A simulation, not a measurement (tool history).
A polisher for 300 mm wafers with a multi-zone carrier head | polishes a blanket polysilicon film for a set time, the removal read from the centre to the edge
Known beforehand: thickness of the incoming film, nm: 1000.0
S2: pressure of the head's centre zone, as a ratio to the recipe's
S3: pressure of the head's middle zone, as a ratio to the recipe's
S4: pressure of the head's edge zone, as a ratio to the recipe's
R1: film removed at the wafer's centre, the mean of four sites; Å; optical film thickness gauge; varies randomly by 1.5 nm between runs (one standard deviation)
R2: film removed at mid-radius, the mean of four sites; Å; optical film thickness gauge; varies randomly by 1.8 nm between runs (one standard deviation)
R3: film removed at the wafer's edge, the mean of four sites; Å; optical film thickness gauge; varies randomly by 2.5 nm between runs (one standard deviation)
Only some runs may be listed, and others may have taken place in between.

run 1 hour=0 | flow_of_slurry_(ml/min)=175 S2=1 S3=1 S4=1 polishing_time_(s)=78 | R1=2995 R2=2941.6 R3=2945.8
run 2 hour=7.3 | flow_of_slurry_(ml/min)=170 S2=0.98 S3=1 S4=1 polishing_time_(s)=75 | R1=2834.5 R2=2844.2 R3=2855.6
run 3 hour=7.9 | flow_of_slurry_(ml/min)=170 S2=0.98 S3=0.94 S4=1 polishing_time_(s)=75 | R1=2767.5 R2=2767 R3=2831.9
run 4 hour=15.7 | flow_of_slurry_(ml/min)=170 S2=0.98 S3=0.94 S4=1.04 polishing_time_(s)=75 | R1=2826.7 R2=2758.1 R3=2882.6
run 5 hour=18.2 | flow_of_slurry_(ml/min)=165 S2=0.96 S3=0.94 S4=1.03 polishing_time_(s)=72 | R1=2658.3 R2=2583.2 R3=2747.1
run 6 hour=24.9 | flow_of_slurry_(ml/min)=160 S2=0.94 S3=0.96 S4=1.01 polishing_time_(s)=70 | R1=2514.2 R2=2572.8 R3=2644.4
run 7 hour=29.4 | flow_of_slurry_(ml/min)=160 S2=0.94 S3=0.96 S4=1.01 polishing_time_(s)=70 | R1=2512.2 R2=2562.8 R3=2599.9

The next listed run, before its measurement:
run 8 hour=31.4 | flow_of_slurry_(ml/min)=155 S2=0.93 S3=0.97 S4=1.02 polishing_time_(s)=68 | R1=? R2=? R3=?

{"run 8": {"R1": 2421.8, "R2": 2482.6, "R3": 2573.4}}

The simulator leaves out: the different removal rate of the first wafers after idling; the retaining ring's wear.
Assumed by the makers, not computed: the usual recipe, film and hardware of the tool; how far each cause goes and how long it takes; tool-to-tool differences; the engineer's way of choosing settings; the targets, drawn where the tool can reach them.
